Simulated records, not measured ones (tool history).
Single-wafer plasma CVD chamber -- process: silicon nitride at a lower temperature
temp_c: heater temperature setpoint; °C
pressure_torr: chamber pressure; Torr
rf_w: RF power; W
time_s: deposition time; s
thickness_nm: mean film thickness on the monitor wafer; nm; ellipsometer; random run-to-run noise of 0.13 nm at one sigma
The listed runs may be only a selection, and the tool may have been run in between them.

run	hour	temp_c	pressure_torr	rf_w	time_s	thickness_nm
1	0	355	1.75	290	30.4	37.175
2	7.6	355	2.02	290	30.4	38.988
3	10.5	345	2.02	290	30.4	39.157
4	16.8	345	2.02	315	30.4	40.798
5	19.1	345	2.02	315	28.9	38.85
6	24.4	345	2.2	315	28.9	39.656
7	30.8	345	2.14	310	28.9	39.033
8	32.9	345	2.08	305	28.9	38.351
9	34.1	345	2.02	300	28.9	37.821
10	41.9	345	1.97	300	28.9	37.704

Expected results for the next run?
11	47.4	345	1.92	295	28.9	?

Run 11 gave thickness_nm 36.937 nm.
